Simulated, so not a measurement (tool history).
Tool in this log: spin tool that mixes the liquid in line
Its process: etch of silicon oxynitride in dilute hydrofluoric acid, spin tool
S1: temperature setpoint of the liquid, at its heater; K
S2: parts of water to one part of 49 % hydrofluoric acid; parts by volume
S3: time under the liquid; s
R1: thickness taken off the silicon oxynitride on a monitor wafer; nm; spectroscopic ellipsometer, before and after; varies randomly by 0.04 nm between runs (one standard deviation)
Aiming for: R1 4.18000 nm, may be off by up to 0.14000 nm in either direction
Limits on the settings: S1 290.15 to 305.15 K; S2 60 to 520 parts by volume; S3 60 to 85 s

{"run": 1, "hour": 0.0, "S1": 297.15, "S2": 290, "S3": 85, "R1": 1.1734}
{"run": 2, "hour": 0.8, "S1": 298.15, "S2": 255, "S3": 85, "R1": 1.4176}
{"run": 3, "hour": 2.1, "S1": 298.15, "S2": 295, "S3": 85, "R1": 1.2069}
{"run": 4, "hour": 4.3, "S1": 299.15, "S2": 260, "S3": 85, "R1": 1.4927}
{"run": 5, "hour": 10.3, "S1": 299.15, "S2": 320, "S3": 85, "R1": 1.1218}
{"run": 6, "hour": 13.8, "S1": 299.15, "S2": 385, "S3": 85, "R1": 0.90878}
{"run": 7, "hour": 17.6, "S1": 300.15, "S2": 335, "S3": 85, "R1": 1.1459}
{"run": 8, "hour": 20.1, "S1": 301.15, "S2": 295, "S3": 85, "R1": 1.3549}
{"run": 9, "hour": 25.9, "S1": 301.65, "S2": 260, "S3": 85, "R1": 1.614}
{"run": 10, "hour": 27.6, "S1": 302.15, "S2": 230, "S3": 85, "R1": 1.9217}
{"run": 11, "hour": 31.9, "S1": 302.65, "S2": 205, "S3": 85, "R1": 2.2704}

Next run, 5 choices. One meets every target within its allowed miss, the rest don't. Which?
{"run": "A", "hour": 36.2, "S1": 302.15, "S2": 280, "S3": 85, "R1": "?"}
{"run": "B", "hour": 36.2, "S1": 305.15, "S2": 325, "S3": 60, "R1": "?"}
{"run": "C", "hour": 36.2, "S1": 303.65, "S2": 310, "S3": 60, "R1": "?"}
{"run": "D", "hour": 36.2, "S1": 304.65, "S2": 130, "S3": 85, "R1": "?"}
{"run": "E", "hour": 36.2, "S1": 305.15, "S2": 125, "S3": 85, "R1": "?"}

move=A R1=1.52830
move=B R1=1.00790
move=C R1=1.00960
move=D R1=4.18550
move=E R1=4.47120
A: lands further from the targets than the last run did
B: lands further from the targets than the last run did
C: lands further from the targets than the last run did
D: every result within its allowed miss
E: carries the result that was furthest off beyond its target, to the other side
Go with D: it meets all targets.

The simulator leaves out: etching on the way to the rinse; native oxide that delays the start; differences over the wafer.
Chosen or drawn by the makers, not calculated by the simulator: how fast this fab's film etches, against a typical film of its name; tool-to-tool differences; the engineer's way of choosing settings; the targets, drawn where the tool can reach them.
